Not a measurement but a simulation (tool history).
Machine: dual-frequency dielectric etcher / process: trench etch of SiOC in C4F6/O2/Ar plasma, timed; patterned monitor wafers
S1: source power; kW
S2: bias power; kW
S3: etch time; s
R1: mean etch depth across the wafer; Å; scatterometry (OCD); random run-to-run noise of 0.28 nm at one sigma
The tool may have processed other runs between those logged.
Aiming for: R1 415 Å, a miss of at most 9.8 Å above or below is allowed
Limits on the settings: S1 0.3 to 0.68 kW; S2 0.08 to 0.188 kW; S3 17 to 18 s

run 1 day=0 | S1=0.49 S2=0.134 S3=17 | R1=376.74
run 2 day=0.038 | S1=0.5 S2=0.135 S3=17 | R1=378.99
run 3 day=0.204 | S1=0.5 S2=0.135 S3=18 | R1=398.39
run 4 day=0.383 | S1=0.42 S2=0.135 S3=18 | R1=382.03
run 5 day=0.692 | S1=0.42 S2=0.125 S3=18 | R1=373.04
run 6 day=0.825 | S1=0.43 S2=0.127 S3=18 | R1=374.61
run 7 day=0.975 | S1=0.44 S2=0.128 S3=18 | R1=380
run 8 day=1.321 | S1=0.45 S2=0.129 S3=18 | R1=381.17
run 9 day=1.371 | S1=0.46 S2=0.13 S3=18 | R1=385.82
run 10 day=1.396 | S1=0.47 S2=0.131 S3=18 | R1=388.78
run 11 day=1.675 | S1=0.48 S2=0.132 S3=18 | R1=392.4

Which single option among these 4 for the next run brings every result within its allowed miss of target? Just one does.
run A day=1.954 | S1=0.6 S2=0.161 S3=18 | R1=?
run B day=1.954 | S1=0.5 S2=0.126 S3=17 | R1=?
run C day=1.954 | S1=0.57 S2=0.142 S3=18 | R1=?
run D day=1.954 | S1=0.6 S2=0.18 S3=17.5 | R1=?

move=A R1=441.06
move=B R1=369.45
move=C R1=419.19
move=D R1=443.48
A: pushes the last run's worst result past its target
B: its largest miss is bigger than the last run's
C: all results in spec
D: pushes the last run's worst result past its target
C is the move that brings every result within its allowed miss.
